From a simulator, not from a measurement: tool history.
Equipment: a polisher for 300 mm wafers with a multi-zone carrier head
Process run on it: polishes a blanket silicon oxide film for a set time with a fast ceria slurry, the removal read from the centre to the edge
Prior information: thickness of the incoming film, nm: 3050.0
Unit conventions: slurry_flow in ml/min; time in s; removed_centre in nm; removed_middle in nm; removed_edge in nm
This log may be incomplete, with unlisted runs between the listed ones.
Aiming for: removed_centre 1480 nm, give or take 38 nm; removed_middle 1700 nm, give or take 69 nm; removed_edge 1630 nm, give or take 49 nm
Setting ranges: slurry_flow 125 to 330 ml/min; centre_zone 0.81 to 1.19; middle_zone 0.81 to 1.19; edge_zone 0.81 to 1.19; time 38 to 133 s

run	hour	slurry_flow	centre_zone	middle_zone	edge_zone	time	removed_centre	removed_middle	removed_edge
1	0	210	1	1	1	85	1224.2	1267.2	1282.3
2	4	210	1	1	0.94	85	1226.8	1261.7	1227.3
3	6.1	225	1.01	1.04	1	88	1295	1354.9	1347.8
4	12.4	225	1.01	1.1	1	88	1298.1	1395.4	1331.7
5	16.4	225	1.06	1.1	1	88	1349.6	1464.1	1325.2
6	21.7	225	1.06	1.1	1.08	88	1348.9	1416.8	1391.9
7	25.4	235	1.04	1.13	1.09	91	1390.5	1515.3	1445.5
8	27.6	245	1.03	1.15	1.12	92	1379.3	1525.2	1499.9
9	31.3	245	1.03	1.15	1.12	92	1386.9	1564.6	1481.9
10	38	255	1.03	1.15	1.14	93	1423.5	1571.7	1518.5
11	42.8	260	1.02	1.16	1.15	94	1433.7	1574.7	1566.5
12	49.5	255	1.02	1.17	1.15	95	1430.1	1649.2	1558.1
13	50.9	260	1.02	1.17	1.16	95	1433.4	1644.9	1570.9
14	55.8	265	1.02	1.17	1.17	95	1440.8	1654.2	1565.9

Which single option among these 5 for the next run brings every result within its allowed miss of target? Just one does.
A	60.7	280	1.06	1.17	1.13	95	?	?	?
B	60.7	215	1.01	1.05	1.19	101	?	?	?
C	60.7	235	1	1.06	1.19	99	?	?	?
D	60.7	295	1.04	1.12	1.19	92	?	?	?
E	60.7	260	1	1.15	1.14	101	?	?	?

move	removed_centre	removed_middle	removed_edge
A	1527.7	1653.6	1556.3
B	1490.1	1550.3	1660.3
C	1465.9	1550.9	1642.2
D	1459.6	1550.8	1555.6
E	1517.3	1718.2	1652
A: moves away from the targets compared with the last run
B: the furthest-off result lands on target, but another misses its tolerance
C: the furthest-off result lands on target, but another misses its tolerance
D: moves away from the targets compared with the last run
E: every result lands within tolerance
E is the move that brings every result within its allowed miss.
